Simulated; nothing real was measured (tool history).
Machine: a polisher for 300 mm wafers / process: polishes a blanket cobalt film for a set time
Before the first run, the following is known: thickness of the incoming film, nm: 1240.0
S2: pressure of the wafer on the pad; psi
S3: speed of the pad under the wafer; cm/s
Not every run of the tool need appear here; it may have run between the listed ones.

{"run": 1, "hour": 0.0, "flow of slurry (ml/min)": 285, "S2": 2.1, "S3": 102, "polishing time (s)": 98, "film removed (angstrom)": 5397.7}
{"run": 2, "hour": 3.7, "flow of slurry (ml/min)": 285, "S2": 1.9, "S3": 102, "polishing time (s)": 98, "film removed (angstrom)": 4969.7}
{"run": 3, "hour": 12.3, "flow of slurry (ml/min)": 285, "S2": 2.1, "S3": 102, "polishing time (s)": 98, "film removed (angstrom)": 5498.5}
{"run": 4, "hour": 13.1, "flow of slurry (ml/min)": 285, "S2": 2.4, "S3": 102, "polishing time (s)": 98, "film removed (angstrom)": 6254.6}
{"run": 5, "hour": 17.2, "flow of slurry (ml/min)": 285, "S2": 2.5, "S3": 102, "polishing time (s)": 98, "film removed (angstrom)": 6550.9}
{"run": 6, "hour": 20.7, "flow of slurry (ml/min)": 285, "S2": 2.6, "S3": 102, "polishing time (s)": 98, "film removed (angstrom)": 6737.1}

What does the tool deliver on the next run?
{"run": 7, "hour": 26.1, "flow of slurry (ml/min)": 285, "S2": 2.7, "S3": 102, "polishing time (s)": 98, "film removed (angstrom)": "?"}

{"run 7": {"film removed (angstrom)": 7037.9}}
